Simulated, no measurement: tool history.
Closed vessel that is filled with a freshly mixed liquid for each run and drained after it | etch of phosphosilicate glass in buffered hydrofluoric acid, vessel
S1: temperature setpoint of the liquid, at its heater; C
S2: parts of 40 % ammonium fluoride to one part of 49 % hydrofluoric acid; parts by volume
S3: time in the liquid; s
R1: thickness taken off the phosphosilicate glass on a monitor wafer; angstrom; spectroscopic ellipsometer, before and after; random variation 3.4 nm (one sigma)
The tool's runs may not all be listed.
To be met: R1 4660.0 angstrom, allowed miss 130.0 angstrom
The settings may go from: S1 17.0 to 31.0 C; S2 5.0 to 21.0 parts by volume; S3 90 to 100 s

run,hour,S1,S2,S3,R1
1,0.0,23.0,13.0,90,3970.7
2,5.8,25.0,13.0,90,4461.1
3,6.9,28.5,13.0,90,5434.3
4,8.7,27.5,13.0,90,5131.8
5,15.2,27.0,13.0,90,4973.5
6,19.2,27.0,11.0,90,5813.3
7,23.4,26.0,11.0,90,5508.4
8,28.0,25.0,11.0,90,5272.9
9,29.4,24.5,11.0,90,5089.6
10,36.2,24.0,11.0,90,4926.2

4 next moves are on the table. One of them brings every result within its allowed miss. Which?
A,43.0,22.5,12.0,95,?
B,43.0,25.0,13.0,95,?
C,43.0,22.5,13.0,100,?
D,43.0,22.0,11.5,90,?

move,R1
A,4397.0
B,4661.1
C,4279.6
D,4224.3
A: takes the result that was furthest off past its target
B: meets every target
C: takes the result that was furthest off past its target
D: takes the result that was furthest off past its target
Move B is the one to make.
